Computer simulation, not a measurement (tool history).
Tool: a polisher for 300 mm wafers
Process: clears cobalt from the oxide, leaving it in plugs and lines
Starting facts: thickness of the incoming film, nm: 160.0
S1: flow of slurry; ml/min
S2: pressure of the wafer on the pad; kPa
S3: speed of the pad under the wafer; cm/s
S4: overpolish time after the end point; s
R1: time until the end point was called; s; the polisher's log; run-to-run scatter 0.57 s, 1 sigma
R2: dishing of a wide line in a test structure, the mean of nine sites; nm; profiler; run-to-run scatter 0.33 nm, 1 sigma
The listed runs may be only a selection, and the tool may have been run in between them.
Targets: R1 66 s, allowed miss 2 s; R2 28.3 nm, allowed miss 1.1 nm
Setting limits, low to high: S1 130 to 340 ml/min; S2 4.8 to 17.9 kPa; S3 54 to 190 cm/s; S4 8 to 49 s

Run 1, hour 0: S1 220 ml/min, S2 11 kPa, S3 122 cm/s, S4 25 s. Result: R1 27.257 s, R2 74.915 nm.
Run 2, hour 6.6: S1 220 ml/min, S2 11 kPa, S3 108 cm/s, S4 25 s. Result: R1 30.966 s, R2 72.601 nm.
Run 3, hour 8.9: S1 220 ml/min, S2 11 kPa, S3 108 cm/s, S4 19 s. Result: R1 30.728 s, R2 62.925 nm.
Run 4, hour 14: S1 220 ml/min, S2 11 kPa, S3 108 cm/s, S4 12 s. Result: R1 31.097 s, R2 47.65 nm.
Run 5, hour 16: S1 195 ml/min, S2 9 kPa, S3 104 cm/s, S4 11 s. Result: R1 38.552 s, R2 37.866 nm.
Run 6, hour 17.3: S1 185 ml/min, S2 7.6 kPa, S3 98 cm/s, S4 12 s. Result: R1 47.108 s, R2 34.007 nm.
Run 7, hour 25.3: S1 175 ml/min, S2 6.9 kPa, S3 96 cm/s, S4 13 s. Result: R1 51.864 s, R2 33.722 nm.
Run 8, hour 26.8: S1 170 ml/min, S2 6.2 kPa, S3 96 cm/s, S4 13 s. Result: R1 56.72 s, R2 32.92 nm.
Run 9, hour 32.6: S1 200 ml/min, S2 4.8 kPa, S3 92 cm/s, S4 8 s. Result: R1 68.117 s, R2 17.767 nm.
Run 10, hour 39.6: S1 180 ml/min, S2 4.8 kPa, S3 92 cm/s, S4 9 s. Result: R1 70.218 s, R2 19.873 nm.
Run 11, hour 45.9: S1 165 ml/min, S2 4.8 kPa, S3 92 cm/s, S4 9 s. Result: R1 70.057 s, R2 19.933 nm.
Run 12, hour 51.2: S1 165 ml/min, S2 5.5 kPa, S3 92 cm/s, S4 21 s. Result: R1 62.985 s, R2 41.317 nm.
Run 13, hour 54.7: S1 190 ml/min, S2 5.5 kPa, S3 92 cm/s, S4 21 s. Result: R1 63.907 s, R2 42.566 nm.

Exercise: of the 5 proposed moves below, exactly one satisfies all targets within the stated allowed misses. Which move is it?
Run A, hour 58.2: S1 170 ml/min, S2 4.8 kPa, S3 104 cm/s, S4 11 s. Result: R1 ?, R2 ?.
Run B, hour 58.2: S1 155 ml/min, S2 6.2 kPa, S3 82 cm/s, S4 26 s. Result: R1 ?, R2 ?.
Run C, hour 58.2: S1 235 ml/min, S2 7.6 kPa, S3 66 cm/s, S4 16 s. Result: R1 ?, R2 ?.
Run D, hour 58.2: S1 215 ml/min, S2 4.8 kPa, S3 94 cm/s, S4 13 s. Result: R1 ?, R2 ?.
Run E, hour 58.2: S1 235 ml/min, S2 6.2 kPa, S3 86 cm/s, S4 25 s. Result: R1 ?, R2 ?.

move      R1      R2
   A  62.013  26.099
   B  65.882  48.727
   C  66.586  33.584
   D  66.664   28.29
   E  60.212  50.425
A: the result that was furthest off in the last run now lies on the other side of its target
B: misses by more than the last run did
C: gains on the last run, yet a result remains outside its allowed miss
D: hits every target within its allowed miss
E: misses by more than the last run did
Correct choice: D, which meets every target
